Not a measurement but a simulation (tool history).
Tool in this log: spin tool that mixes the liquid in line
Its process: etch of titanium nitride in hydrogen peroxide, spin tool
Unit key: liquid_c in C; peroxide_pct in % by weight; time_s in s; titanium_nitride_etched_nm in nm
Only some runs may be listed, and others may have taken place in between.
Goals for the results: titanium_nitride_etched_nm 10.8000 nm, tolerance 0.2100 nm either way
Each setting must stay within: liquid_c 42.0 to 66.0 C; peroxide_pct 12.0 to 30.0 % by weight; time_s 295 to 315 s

run,hour,liquid_c,peroxide_pct,time_s,titanium_nitride_etched_nm
1,0.0,58.0,22.0,295,20.1590
2,1.8,58.0,18.0,295,19.2820
3,10.6,58.0,18.0,295,19.3730
4,17.8,63.5,18.0,295,28.3260
5,18.7,63.5,18.0,315,30.1260
6,21.0,63.5,21.5,315,31.0420
7,23.5,61.5,21.5,315,27.1090
8,26.5,60.0,21.5,315,24.8830
9,34.2,52.0,21.0,315,13.9540
10,36.5,51.5,21.0,315,13.4570
11,42.0,47.5,21.0,315,10.0030
12,48.7,48.0,21.0,315,10.5340

Consider the 5 candidate settings below. Which is the only one whose results all fall within their allowed miss of target?
A,55.4,49.0,19.0,310,?
B,55.4,47.5,23.0,315,?
C,55.4,48.0,19.5,315,?
D,55.4,48.0,21.5,305,?
E,55.4,48.0,22.5,295,?

move,titanium_nitride_etched_nm
A,10.8290
B,10.2760
C,10.2870
D,10.1720
E,9.9352
A: hits every target within its allowed miss
B: lands further from the targets than the last run did
C: lands further from the targets than the last run did
D: lands further from the targets than the last run did
E: lands further from the targets than the last run did
The move that meets every target is A.
